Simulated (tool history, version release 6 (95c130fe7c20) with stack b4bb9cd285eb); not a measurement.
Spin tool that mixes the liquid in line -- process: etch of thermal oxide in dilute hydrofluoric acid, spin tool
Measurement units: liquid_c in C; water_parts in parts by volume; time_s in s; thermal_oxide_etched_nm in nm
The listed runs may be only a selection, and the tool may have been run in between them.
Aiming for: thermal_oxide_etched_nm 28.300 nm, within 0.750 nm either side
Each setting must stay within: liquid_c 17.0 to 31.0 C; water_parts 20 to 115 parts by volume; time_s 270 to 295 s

Run 1, hour 0.0: liquid_c 23.0 C, water_parts 65 parts by volume, time_s 270 s. Result: thermal_oxide_etched_nm 16.263 nm.
Run 2, hour 0.7: liquid_c 24.5 C, water_parts 65 parts by volume, time_s 270 s. Result: thermal_oxide_etched_nm 17.314 nm.
Run 3, hour 8.2: liquid_c 24.5 C, water_parts 65 parts by volume, time_s 270 s. Result: thermal_oxide_etched_nm 17.406 nm.
Run 4, hour 15.1: liquid_c 21.5 C, water_parts 65 parts by volume, time_s 270 s. Result: thermal_oxide_etched_nm 15.328 nm.
Run 5, hour 21.6: liquid_c 21.5 C, water_parts 65 parts by volume, time_s 295 s. Result: thermal_oxide_etched_nm 16.742 nm.
Run 6, hour 24.1: liquid_c 21.5 C, water_parts 65 parts by volume, time_s 295 s. Result: thermal_oxide_etched_nm 16.715 nm.
Run 7, hour 29.6: liquid_c 21.5 C, water_parts 65 parts by volume, time_s 295 s. Result: thermal_oxide_etched_nm 16.976 nm.
Run 8, hour 33.8: liquid_c 24.0 C, water_parts 65 parts by volume, time_s 295 s. Result: thermal_oxide_etched_nm 18.473 nm.
Run 9, hour 36.0: liquid_c 26.0 C, water_parts 60 parts by volume, time_s 295 s. Result: thermal_oxide_etched_nm 22.020 nm.
Run 10, hour 41.6: liquid_c 27.5 C, water_parts 60 parts by volume, time_s 295 s. Result: thermal_oxide_etched_nm 23.438 nm.
At hour 49.2: thermometer replaced.
Run 11, hour 49.2: liquid_c 28.5 C, water_parts 60 parts by volume, time_s 295 s. Result: thermal_oxide_etched_nm 26.641 nm.
Run 12, hour 56.9: liquid_c 29.0 C, water_parts 60 parts by volume, time_s 295 s. Result: thermal_oxide_etched_nm 27.252 nm.

Which single option among these 4 for the next run brings every result within its allowed miss of target? Just one does.
Run A, hour 64.6: liquid_c 29.5 C, water_parts 60 parts by volume, time_s 275 s. Result: thermal_oxide_etched_nm ?.
Run B, hour 64.6: liquid_c 30.0 C, water_parts 60 parts by volume, time_s 275 s. Result: thermal_oxide_etched_nm ?.
Run C, hour 64.6: liquid_c 30.0 C, water_parts 55 parts by volume, time_s 270 s. Result: thermal_oxide_etched_nm ?.
Run D, hour 64.6: liquid_c 28.5 C, water_parts 60 parts by volume, time_s 290 s. Result: thermal_oxide_etched_nm ?.

move  thermal_oxide_etched_nm
   A                   25.685
   B                   26.190
   C                   28.265
   D                   26.045
A: moves away from the targets compared with the last run
B: moves away from the targets compared with the last run
C: each result inside its tolerance
D: moves away from the targets compared with the last run
The move that meets every target is C.
